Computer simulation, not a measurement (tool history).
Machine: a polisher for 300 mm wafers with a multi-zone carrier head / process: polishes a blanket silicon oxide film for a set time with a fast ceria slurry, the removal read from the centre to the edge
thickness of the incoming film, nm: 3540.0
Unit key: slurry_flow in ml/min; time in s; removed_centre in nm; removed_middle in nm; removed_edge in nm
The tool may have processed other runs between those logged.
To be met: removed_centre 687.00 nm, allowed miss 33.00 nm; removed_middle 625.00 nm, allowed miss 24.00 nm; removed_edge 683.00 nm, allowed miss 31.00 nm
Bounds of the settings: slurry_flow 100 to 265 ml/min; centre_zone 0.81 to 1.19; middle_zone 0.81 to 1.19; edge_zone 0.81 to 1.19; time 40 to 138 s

run 1 hour=0.0 | slurry_flow=170 centre_zone=1.00 middle_zone=1.00 edge_zone=1.00 time=88 | removed_centre=950.82 removed_middle=931.03 removed_edge=936.89
run 2 hour=3.2 | slurry_flow=165 centre_zone=0.99 middle_zone=0.97 edge_zone=0.98 time=82 | removed_centre=862.46 removed_middle=860.22 removed_edge=882.62
run 3 hour=6.6 | slurry_flow=165 centre_zone=0.92 middle_zone=0.97 edge_zone=0.98 time=82 | removed_centre=811.99 removed_middle=856.63 removed_edge=875.99
run 4 hour=8.9 | slurry_flow=165 centre_zone=0.95 middle_zone=0.95 edge_zone=0.97 time=76 | removed_centre=784.90 removed_middle=773.12 removed_edge=819.32
-- hour=14.4 slurry nozzle cleaned
run 5 hour=14.4 | slurry_flow=165 centre_zone=0.95 middle_zone=0.95 edge_zone=0.97 time=84 | removed_centre=898.16 removed_middle=875.39 removed_edge=910.98
run 6 hour=18.1 | slurry_flow=165 centre_zone=1.02 middle_zone=0.95 edge_zone=0.97 time=84 | removed_centre=954.26 removed_middle=879.22 removed_edge=892.35
run 7 hour=24.7 | slurry_flow=160 centre_zone=1.01 middle_zone=0.93 edge_zone=0.97 time=78 | removed_centre=865.67 removed_middle=818.16 removed_edge=865.09
run 8 hour=29.2 | slurry_flow=170 centre_zone=1.01 middle_zone=0.92 edge_zone=0.96 time=72 | removed_centre=793.79 removed_middle=743.21 removed_edge=802.37
run 9 hour=36.6 | slurry_flow=160 centre_zone=0.99 middle_zone=0.85 edge_zone=0.86 time=63 | removed_centre=671.32 removed_middle=594.83 removed_edge=658.65

Pick the move, out of 5, that brings all results within their allowed miss; only one does.
run A hour=44.0 | slurry_flow=245 centre_zone=1.06 middle_zone=0.84 edge_zone=0.93 time=57 | removed_centre=? removed_middle=? removed_edge=?
run B hour=44.0 | slurry_flow=130 centre_zone=1.07 middle_zone=0.94 edge_zone=0.81 time=61 | removed_centre=? removed_middle=? removed_edge=?
run C hour=44.0 | slurry_flow=185 centre_zone=0.97 middle_zone=0.83 edge_zone=0.92 time=62 | removed_centre=? removed_middle=? removed_edge=?
run D hour=44.0 | slurry_flow=160 centre_zone=1.01 middle_zone=0.82 edge_zone=0.84 time=60 | removed_centre=? removed_middle=? removed_edge=?
run E hour=44.0 | slurry_flow=160 centre_zone=0.95 middle_zone=0.84 edge_zone=0.84 time=66 | removed_centre=? removed_middle=? removed_edge=?

move=A removed_centre=694.13 removed_middle=564.47 removed_edge=635.62
move=B removed_centre=698.89 removed_middle=622.48 removed_edge=609.35
move=C removed_centre=669.81 removed_middle=592.08 removed_edge=674.34
move=D removed_centre=664.02 removed_middle=559.00 removed_edge=619.57
move=E removed_centre=686.80 removed_middle=627.34 removed_edge=681.35
A: further off than the last run
B: meets the target for the result that was furthest off, but another lies outside its allowed miss
C: further off than the last run
D: further off than the last run
E: all results land within tolerance of their targets
The right move is E.
